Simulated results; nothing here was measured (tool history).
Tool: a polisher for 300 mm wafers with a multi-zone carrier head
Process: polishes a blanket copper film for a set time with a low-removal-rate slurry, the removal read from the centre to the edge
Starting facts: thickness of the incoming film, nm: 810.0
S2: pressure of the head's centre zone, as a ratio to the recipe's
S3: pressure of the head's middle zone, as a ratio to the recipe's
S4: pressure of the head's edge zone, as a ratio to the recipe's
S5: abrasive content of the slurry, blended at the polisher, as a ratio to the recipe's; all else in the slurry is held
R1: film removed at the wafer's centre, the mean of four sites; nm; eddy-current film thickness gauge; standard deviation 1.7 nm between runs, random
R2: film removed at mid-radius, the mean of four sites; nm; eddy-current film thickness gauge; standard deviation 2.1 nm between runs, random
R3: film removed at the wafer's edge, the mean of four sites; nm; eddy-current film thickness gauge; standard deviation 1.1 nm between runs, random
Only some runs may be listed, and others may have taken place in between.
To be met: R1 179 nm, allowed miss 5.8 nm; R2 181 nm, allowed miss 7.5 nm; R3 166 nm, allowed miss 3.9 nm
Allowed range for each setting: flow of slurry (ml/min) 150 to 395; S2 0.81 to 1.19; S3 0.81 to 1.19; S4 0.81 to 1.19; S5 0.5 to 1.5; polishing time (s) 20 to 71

run 1 day=0 | flow_of_slurry_(ml/min)=250 S2=1 S3=1 S4=1 S5=1 polishing_time_(s)=45 | R1=106.24 R2=106.55 R3=111.03
run 2 day=0.112 | flow_of_slurry_(ml/min)=250 S2=1 S3=0.95 S4=1 S5=1 polishing_time_(s)=45 | R1=105.41 R2=103.85 R3=108.92
run 3 day=0.204 | flow_of_slurry_(ml/min)=275 S2=1.02 S3=1.02 S4=0.98 S5=1.15 polishing_time_(s)=48 | R1=119.67 R2=122.28 R3=120.56
run 4 day=0.554 | flow_of_slurry_(ml/min)=275 S2=1.02 S3=0.97 S4=0.98 S5=1.15 polishing_time_(s)=48 | R1=118.04 R2=116.92 R3=120.85
run 5 day=0.6 | flow_of_slurry_(ml/min)=275 S2=1.02 S3=0.97 S4=1.04 S5=1.15 polishing_time_(s)=48 | R1=118.73 R2=115.39 R3=122.85
run 6 day=0.679 | flow_of_slurry_(ml/min)=275 S2=1.02 S3=0.97 S4=1.04 S5=1.15 polishing_time_(s)=58 | R1=146.42 R2=141.35 R3=148.07
run 7 day=0.821 | flow_of_slurry_(ml/min)=285 S2=1.05 S3=1.02 S4=1.05 S5=1.25 polishing_time_(s)=58 | R1=152.61 R2=149.99 R3=149.96
run 8 day=0.896 | flow_of_slurry_(ml/min)=295 S2=1.06 S3=1.04 S4=1.05 S5=1.3 polishing_time_(s)=59 | R1=157.79 R2=154.6 R3=156.19
run 9 day=1.258 | flow_of_slurry_(ml/min)=300 S2=1.08 S3=1.07 S4=1.04 S5=1.35 polishing_time_(s)=60 | R1=167.51 R2=166.88 R3=159.62
run 10 day=1.375 | flow_of_slurry_(ml/min)=305 S2=1.09 S3=1.08 S4=1.04 S5=1.4 polishing_time_(s)=60 | R1=167.78 R2=168.38 R3=161.79
run 11 day=1.633 | flow_of_slurry_(ml/min)=310 S2=1.1 S3=1.09 S4=1.04 S5=1.4 polishing_time_(s)=60 | R1=171.43 R2=169.56 R3=161.99
run 12 day=1.975 | flow_of_slurry_(ml/min)=310 S2=1.1 S3=1.09 S4=1.04 S5=1.4 polishing_time_(s)=60 | R1=171.81 R2=169.56 R3=162.56

Which of these 5 next moves meets every target?
run A day=2.317 | flow_of_slurry_(ml/min)=285 S2=1.03 S3=1.18 S4=0.95 S5=1.45 polishing_time_(s)=62 | R1=? R2=? R3=?
run B day=2.317 | flow_of_slurry_(ml/min)=245 S2=1.03 S3=1.19 S4=1.02 S5=1.5 polishing_time_(s)=60 | R1=? R2=? R3=?
run C day=2.317 | flow_of_slurry_(ml/min)=345 S2=1.09 S3=1.1 S4=0.98 S5=1.45 polishing_time_(s)=62 | R1=? R2=? R3=?
run D day=2.317 | flow_of_slurry_(ml/min)=335 S2=1.05 S3=1.11 S4=0.93 S5=1.05 polishing_time_(s)=65 | R1=? R2=? R3=?
run E day=2.317 | flow_of_slurry_(ml/min)=285 S2=1.08 S3=1.13 S4=1.07 S5=1.45 polishing_time_(s)=60 | R1=? R2=? R3=?

move=A R1=162.35 R2=184.91 R3=159.81
move=B R1=155.42 R2=178.59 R3=159.17
move=C R1=175.14 R2=177.09 R3=164.56
move=D R1=164.99 R2=174.66 R3=157.13
move=E R1=164.73 R2=172.31 R3=163.95
A: the furthest-off result lands on target, but another misses its tolerance
B: the furthest-off result lands on target, but another misses its tolerance
C: each result inside its tolerance
D: the furthest-off result lands on target, but another misses its tolerance
E: the biggest miss grows against the last run
Correct choice: C, which meets every target
